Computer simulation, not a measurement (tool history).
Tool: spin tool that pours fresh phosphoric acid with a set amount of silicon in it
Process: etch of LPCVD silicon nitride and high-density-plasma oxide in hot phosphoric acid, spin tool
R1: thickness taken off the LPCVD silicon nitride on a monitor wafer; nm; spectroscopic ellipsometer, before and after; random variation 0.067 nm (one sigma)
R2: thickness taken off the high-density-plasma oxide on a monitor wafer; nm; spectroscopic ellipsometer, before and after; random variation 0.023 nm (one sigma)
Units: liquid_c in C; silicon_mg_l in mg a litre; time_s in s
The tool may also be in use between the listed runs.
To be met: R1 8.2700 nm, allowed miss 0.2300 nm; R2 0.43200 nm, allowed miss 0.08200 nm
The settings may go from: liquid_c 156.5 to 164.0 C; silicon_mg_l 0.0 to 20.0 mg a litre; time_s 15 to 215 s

{"run": 1, "hour": 0.0, "liquid_c": 159.0, "silicon_mg_l": 9.0, "time_s": 110, "R1": 10.412, "R2": 0.51353}
{"run": 2, "hour": 4.0, "liquid_c": 158.0, "silicon_mg_l": 9.0, "time_s": 110, "R1": 10.152, "R2": 0.52657}
{"run": 3, "hour": 12.3, "liquid_c": 158.0, "silicon_mg_l": 9.0, "time_s": 105, "R1": 9.6745, "R2": 0.52453}
{"run": 4, "hour": 14.1, "liquid_c": 158.0, "silicon_mg_l": 12.5, "time_s": 105, "R1": 9.53, "R2": 0.50994}
{"run": 5, "hour": 18.0, "liquid_c": 158.0, "silicon_mg_l": 12.5, "time_s": 100, "R1": 9.1754, "R2": 0.47786}
{"run": 6, "hour": 24.7, "liquid_c": 157.5, "silicon_mg_l": 13.0, "time_s": 95, "R1": 8.5501, "R2": 0.42988}
{"run": 7, "hour": 28.2, "liquid_c": 157.5, "silicon_mg_l": 12.5, "time_s": 95, "R1": 8.6573, "R2": 0.41103}
{"run": 8, "hour": 32.0, "liquid_c": 158.0, "silicon_mg_l": 12.0, "time_s": 95, "R1": 8.8352, "R2": 0.40744}
{"run": 9, "hour": 37.9, "liquid_c": 157.5, "silicon_mg_l": 11.5, "time_s": 95, "R1": 8.4479, "R2": 0.45969}
{"run": 10, "hour": 40.6, "liquid_c": 157.5, "silicon_mg_l": 12.0, "time_s": 95, "R1": 8.512, "R2": 0.39739}
{"run": 11, "hour": 43.4, "liquid_c": 157.5, "silicon_mg_l": 11.5, "time_s": 95, "R1": 8.6202, "R2": 0.37445}
{"run": 12, "hour": 49.2, "liquid_c": 157.5, "silicon_mg_l": 12.5, "time_s": 95, "R1": 8.5281, "R2": 0.39864}
{"run": 13, "hour": 53.3, "liquid_c": 157.5, "silicon_mg_l": 11.5, "time_s": 95, "R1": 8.6829, "R2": 0.39597}
{"run": 14, "hour": 61.5, "liquid_c": 157.5, "silicon_mg_l": 13.0, "time_s": 95, "R1": 8.5065, "R2": 0.37774}

Which of these 4 next moves meets every target?
{"run": "A", "hour": 69.7, "liquid_c": 156.5, "silicon_mg_l": 20.0, "time_s": 100, "R1": "?", "R2": "?"}
{"run": "B", "hour": 69.7, "liquid_c": 156.5, "silicon_mg_l": 19.0, "time_s": 100, "R1": "?", "R2": "?"}
{"run": "C", "hour": 69.7, "liquid_c": 158.0, "silicon_mg_l": 9.5, "time_s": 90, "R1": "?", "R2": "?"}
{"run": "D", "hour": 69.7, "liquid_c": 157.0, "silicon_mg_l": 11.5, "time_s": 100, "R1": "?", "R2": "?"}

move=A R1=8.5798 R2=0.29613
move=B R1=8.5798 R2=0.30459
move=C R1=8.1260 R2=0.38775
move=D R1=8.7273 R2=0.38215
A: further off than the last run
B: further off than the last run
C: meets every target
D: further off than the last run
Move C is the one to make.
